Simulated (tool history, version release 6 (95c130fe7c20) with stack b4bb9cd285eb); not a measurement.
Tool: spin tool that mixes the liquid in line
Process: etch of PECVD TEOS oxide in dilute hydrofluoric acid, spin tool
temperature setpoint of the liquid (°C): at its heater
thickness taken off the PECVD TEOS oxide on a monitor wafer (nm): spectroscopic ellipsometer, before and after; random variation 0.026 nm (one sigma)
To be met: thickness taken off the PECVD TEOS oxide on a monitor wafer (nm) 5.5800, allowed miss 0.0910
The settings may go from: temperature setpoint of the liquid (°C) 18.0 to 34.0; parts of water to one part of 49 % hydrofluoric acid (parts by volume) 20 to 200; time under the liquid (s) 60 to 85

| run | hour | temperature setpoint of the liquid (°C) | parts of water to one part of 49 % hydrofluoric acid (parts by volume) | time under the liquid (s) | thickness taken off the PECVD TEOS oxide on a monitor wafer (nm) |
|---|---|---|---|---|---|
| 1 | 0.0 | 26.0 | 110 | 85 | 6.2974 |
| 2 | 7.7 | 25.0 | 110 | 85 | 6.1417 |
| 3 | 12.0 | 25.0 | 110 | 60 | 4.3380 |
| 4 | 17.0 | 28.5 | 110 | 60 | 4.9333 |
| 5 | 18.5 | 25.5 | 110 | 60 | 4.3672 |
| 6 | 20.4 | 27.5 | 110 | 60 | 4.7618 |
| 7 | 22.4 | 29.5 | 110 | 60 | 5.0799 |
| 8 | 30.7 | 30.5 | 110 | 60 | 5.3043 |
| 9 | 35.2 | 31.0 | 110 | 60 | 5.3995 |

Which of these 4 next moves meets every target?
| A | 39.7 | 31.0 | 125 | 75 | ? |
| B | 39.7 | 30.5 | 135 | 80 | ? |
| C | 39.7 | 32.5 | 155 | 85 | ? |
| D | 39.7 | 27.5 | 120 | 75 | ? |

| move | thickness taken off the PECVD TEOS oxide on a monitor wafer (nm) |
|---|---|
| A | 5.7886 |
| B | 5.5320 |
| C | 5.3298 |
| D | 5.3439 |
A: takes the result that was furthest off past its target
B: meets every target
C: further off than the last run
D: further off than the last run
Answer: B

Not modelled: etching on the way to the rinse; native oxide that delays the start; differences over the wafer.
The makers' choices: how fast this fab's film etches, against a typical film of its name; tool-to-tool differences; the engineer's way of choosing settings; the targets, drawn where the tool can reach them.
